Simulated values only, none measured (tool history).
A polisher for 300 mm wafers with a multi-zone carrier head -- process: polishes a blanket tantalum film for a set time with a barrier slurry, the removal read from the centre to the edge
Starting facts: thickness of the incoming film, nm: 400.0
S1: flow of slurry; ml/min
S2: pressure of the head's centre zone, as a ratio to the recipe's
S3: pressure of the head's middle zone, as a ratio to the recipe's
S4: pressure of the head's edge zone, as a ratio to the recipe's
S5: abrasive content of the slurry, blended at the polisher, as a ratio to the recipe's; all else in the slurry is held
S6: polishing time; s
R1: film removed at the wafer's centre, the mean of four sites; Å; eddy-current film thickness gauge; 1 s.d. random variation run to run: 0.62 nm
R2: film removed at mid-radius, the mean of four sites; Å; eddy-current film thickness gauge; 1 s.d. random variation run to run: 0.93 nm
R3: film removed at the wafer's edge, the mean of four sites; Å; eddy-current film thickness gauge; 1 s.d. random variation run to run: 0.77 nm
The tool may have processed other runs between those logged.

| run | hour | S1 | S2 | S3 | S4 | S5 | S6 | R1 | R2 | R3 |
|---|---|---|---|---|---|---|---|---|---|---|
| 1 | 0.0 | 300 | 1.00 | 1.00 | 1.00 | 1.00 | 61 | 886.21 | 866.10 | 901.47 |
| 2 | 4.0 | 300 | 0.99 | 1.00 | 0.98 | 0.95 | 60 | 833.53 | 838.22 | 870.56 |
| 3 | 11.0 | 240 | 0.99 | 1.00 | 0.98 | 0.95 | 60 | 813.87 | 824.29 | 836.57 |
| 4 | 19.0 | 240 | 0.99 | 0.92 | 0.98 | 0.95 | 60 | 829.12 | 756.34 | 850.07 |
| 5 | 20.8 | 235 | 0.99 | 0.93 | 0.96 | 0.90 | 60 | 805.22 | 765.83 | 828.15 |
| 6 | 28.9 | 235 | 1.04 | 0.93 | 0.96 | 0.90 | 60 | 848.35 | 752.19 | 835.56 |
| 7 | 34.3 | 230 | 1.03 | 0.94 | 0.94 | 0.85 | 60 | 811.93 | 741.09 | 798.00 |
| 8 | 43.1 | 225 | 1.02 | 0.94 | 0.93 | 0.85 | 60 | 793.91 | 725.65 | 806.99 |
|  | 45.0 | worn pad replaced by a new one |
| 9 | 45.0 | 220 | 1.03 | 0.96 | 0.92 | 0.80 | 60 | 857.80 | 814.23 | 841.82 |
| 10 | 48.2 | 215 | 1.02 | 0.96 | 0.91 | 0.80 | 58 | 837.93 | 765.07 | 793.62 |
| 11 | 53.8 | 210 | 1.00 | 0.96 | 0.91 | 0.80 | 57 | 782.84 | 759.69 | 784.52 |
| 12 | 58.7 | 205 | 1.00 | 0.96 | 0.91 | 0.80 | 56 | 766.78 | 731.48 | 781.98 |
| 13 | 60.5 | 205 | 1.00 | 0.97 | 0.91 | 0.80 | 54 | 737.55 | 716.82 | 735.74 |
| 14 | 64.8 | 205 | 1.00 | 0.97 | 0.91 | 0.80 | 54 | 754.79 | 719.37 | 754.32 |
| 15 | 67.3 | 205 | 1.00 | 0.98 | 0.90 | 0.80 | 53 | 729.30 | 715.91 | 706.10 |

Run 16 comes next. What will it give?
| 16 | 73.1 | 205 | 0.99 | 0.98 | 0.90 | 0.80 | 53 | ? | ? | ? |

{"run 16": {"R1": 723.75, "R2": 715.69, "R3": 727.29}}
